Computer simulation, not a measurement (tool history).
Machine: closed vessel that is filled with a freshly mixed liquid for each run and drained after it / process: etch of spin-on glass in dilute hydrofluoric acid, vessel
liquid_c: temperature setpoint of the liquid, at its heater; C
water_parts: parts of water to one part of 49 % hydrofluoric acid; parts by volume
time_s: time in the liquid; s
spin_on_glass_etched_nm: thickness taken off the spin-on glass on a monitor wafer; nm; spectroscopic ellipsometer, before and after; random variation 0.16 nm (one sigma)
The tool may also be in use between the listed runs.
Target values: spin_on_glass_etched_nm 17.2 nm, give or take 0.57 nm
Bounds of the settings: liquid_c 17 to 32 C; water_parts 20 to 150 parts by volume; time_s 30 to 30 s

Run 1, hour 0: liquid_c 24 C, water_parts 85 parts by volume, time_s 30 s. Result: spin_on_glass_etched_nm 10.618 nm.
Run 2, hour 1: liquid_c 24 C, water_parts 85 parts by volume, time_s 30 s. Result: spin_on_glass_etched_nm 10.68 nm.
Run 3, hour 6.1: liquid_c 24 C, water_parts 75 parts by volume, time_s 30 s. Result: spin_on_glass_etched_nm 12.117 nm.
Run 4, hour 12.3: liquid_c 24 C, water_parts 75 parts by volume, time_s 30 s. Result: spin_on_glass_etched_nm 12.159 nm.
Run 5, hour 13.6: liquid_c 21 C, water_parts 75 parts by volume, time_s 30 s. Result: spin_on_glass_etched_nm 10.79 nm.
Run 6, hour 19.3: liquid_c 22 C, water_parts 75 parts by volume, time_s 30 s. Result: spin_on_glass_etched_nm 11.211 nm.
At hour 27.2: hydrofluoric acid flow meter replaced.
Run 7, hour 27.2: liquid_c 23 C, water_parts 75 parts by volume, time_s 30 s. Result: spin_on_glass_etched_nm 13.448 nm.
Run 8, hour 35.1: liquid_c 26 C, water_parts 75 parts by volume, time_s 30 s. Result: spin_on_glass_etched_nm 15.07 nm.
Run 9, hour 36.9: liquid_c 26 C, water_parts 75 parts by volume, time_s 30 s. Result: spin_on_glass_etched_nm 15.124 nm.
Run 10, hour 42.9: liquid_c 27 C, water_parts 75 parts by volume, time_s 30 s. Result: spin_on_glass_etched_nm 15.894 nm.
Run 11, hour 50.2: liquid_c 27.5 C, water_parts 75 parts by volume, time_s 30 s. Result: spin_on_glass_etched_nm 16.072 nm.
Run 12, hour 57: liquid_c 28 C, water_parts 75 parts by volume, time_s 30 s. Result: spin_on_glass_etched_nm 16.138 nm.

Of the 5 settings listed for the next run, only one would bring every result within its allowed miss of target. Which one?
Run A, hour 63.8: liquid_c 26 C, water_parts 60 parts by volume, time_s 30 s. Result: spin_on_glass_etched_nm ?.
Run B, hour 63.8: liquid_c 29.5 C, water_parts 70 parts by volume, time_s 30 s. Result: spin_on_glass_etched_nm ?.
Run C, hour 63.8: liquid_c 25.5 C, water_parts 70 parts by volume, time_s 30 s. Result: spin_on_glass_etched_nm ?.
Run D, hour 63.8: liquid_c 25.5 C, water_parts 60 parts by volume, time_s 30 s. Result: spin_on_glass_etched_nm ?.
Run E, hour 63.8: liquid_c 29.5 C, water_parts 75 parts by volume, time_s 30 s. Result: spin_on_glass_etched_nm ?.

move  spin_on_glass_etched_nm
   A                   19.314
   B                   18.736
   C                   16.008
   D                   18.929
   E                    17.36
A: takes the result that was furthest off past its target
B: takes the result that was furthest off past its target
C: misses by more than the last run did
D: takes the result that was furthest off past its target
E: in spec on every target
The move that meets every target is E.

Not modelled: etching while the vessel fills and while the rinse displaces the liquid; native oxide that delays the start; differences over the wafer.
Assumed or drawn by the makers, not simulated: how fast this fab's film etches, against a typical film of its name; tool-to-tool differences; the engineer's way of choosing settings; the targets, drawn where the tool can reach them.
